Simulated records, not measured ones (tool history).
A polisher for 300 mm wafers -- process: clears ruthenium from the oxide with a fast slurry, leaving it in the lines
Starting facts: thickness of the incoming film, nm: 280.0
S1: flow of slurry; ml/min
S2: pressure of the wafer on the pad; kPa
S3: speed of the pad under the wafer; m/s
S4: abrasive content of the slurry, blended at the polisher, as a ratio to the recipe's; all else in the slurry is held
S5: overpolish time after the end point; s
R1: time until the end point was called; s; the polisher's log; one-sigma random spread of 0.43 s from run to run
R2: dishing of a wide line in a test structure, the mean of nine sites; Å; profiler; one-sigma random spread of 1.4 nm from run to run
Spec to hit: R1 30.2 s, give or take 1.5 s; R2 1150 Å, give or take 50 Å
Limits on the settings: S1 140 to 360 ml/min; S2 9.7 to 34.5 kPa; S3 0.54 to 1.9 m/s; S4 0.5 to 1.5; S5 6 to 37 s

run  hour   S1    S2    S3  S4  S5      R1      R2
  1     0  230  22.1  1.22   1  19  64.053  679.44
  2   7.4  230  25.5  1.28   1  19  52.104   769.8
  3  16.1  230  21.4  1.28   1  19  63.092   676.7
  4  18.3  185  21.4  1.28   1  19   63.69  661.91
  5    23  185  21.4  1.46   1  19  57.323  723.71
  6  28.9  185  21.4  1.46   1  25    57.1  908.45
  7  30.1  185  25.5  1.48   1  23  45.796  953.96
  8  38.3  190  27.6  1.48   1  23  43.177    1035
  9  39.1  190  33.8  1.64   1  16  32.401  968.45
 10  42.9  195  33.8  1.64   1  17  32.245  1012.9
 11  51.4  200  33.8  1.64   1  18  31.765  1057.7

Below are 5 possible settings for the next run. Only one of them brings all results inside the allowed miss of their targets. Which is it?
  A  59.9  255  32.4  1.78   0.8  17   ?   ?
  B  59.9  235  33.1  1.54  1.25  19   ?   ?
  C  59.9  240  28.3  1.48  1.35  27   ?   ?
  D  59.9  220  29.6   1.6  1.15  22   ?   ?
  E  59.9  185  33.1  1.58     1  19   ?   ?

move      R1      R2
   A  34.647  949.59
   B  29.741  1134.3
   C  34.701  1277.8
   D  33.579  1152.6
   E  33.935  1040.4
A: moves away from the targets compared with the last run
B: all results land within tolerance of their targets
C: pushes the last run's worst result past its target
D: gets the furthest-off result to its target, but another result is out of tolerance
E: moves away from the targets compared with the last run
The move that meets every target is B.
